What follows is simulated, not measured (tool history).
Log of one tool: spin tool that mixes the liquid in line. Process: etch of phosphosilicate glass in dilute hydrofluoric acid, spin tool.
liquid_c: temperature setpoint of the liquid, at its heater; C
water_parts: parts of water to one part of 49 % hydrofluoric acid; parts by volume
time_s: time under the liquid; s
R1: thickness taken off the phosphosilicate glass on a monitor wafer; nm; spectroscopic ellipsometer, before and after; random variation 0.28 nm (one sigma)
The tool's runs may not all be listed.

Run 1, hour 0.0: liquid_c 21 C, water_parts 140 parts by volume, time_s 15 s. Result: R1 17.687 nm.
Run 2, hour 2.3: liquid_c 21 C, water_parts 155 parts by volume, time_s 15 s. Result: R1 15.630 nm.
Run 3, hour 7.8: liquid_c 22 C, water_parts 140 parts by volume, time_s 15 s. Result: R1 18.321 nm.
Run 4, hour 15.0: liquid_c 22 C, water_parts 165 parts by volume, time_s 15 s. Result: R1 15.095 nm.
Run 5, hour 21.2: liquid_c 23 C, water_parts 145 parts by volume, time_s 15 s. Result: R1 18.312 nm.
Run 6, hour 27.7: liquid_c 23 C, water_parts 190 parts by volume, time_s 15 s. Result: R1 13.117 nm.
Run 7, hour 29.2: liquid_c 24 C, water_parts 165 parts by volume, time_s 15 s. Result: R1 16.190 nm.
Run 8, hour 30.9: liquid_c 25 C, water_parts 145 parts by volume, time_s 15 s. Result: R1 19.802 nm.
Run 9, hour 37.6: liquid_c 29 C, water_parts 90 parts by volume, time_s 15 s. Result: R1 39.710 nm.
Run 10, hour 41.5: liquid_c 29 C, water_parts 85 parts by volume, time_s 15 s. Result: R1 42.213 nm.

Forecast run 11:
Run 11, hour 46.5: liquid_c 29 C, water_parts 80 parts by volume, time_s 15 s. Result: R1 ?.

{"run 11": {"R1": 45.25}}

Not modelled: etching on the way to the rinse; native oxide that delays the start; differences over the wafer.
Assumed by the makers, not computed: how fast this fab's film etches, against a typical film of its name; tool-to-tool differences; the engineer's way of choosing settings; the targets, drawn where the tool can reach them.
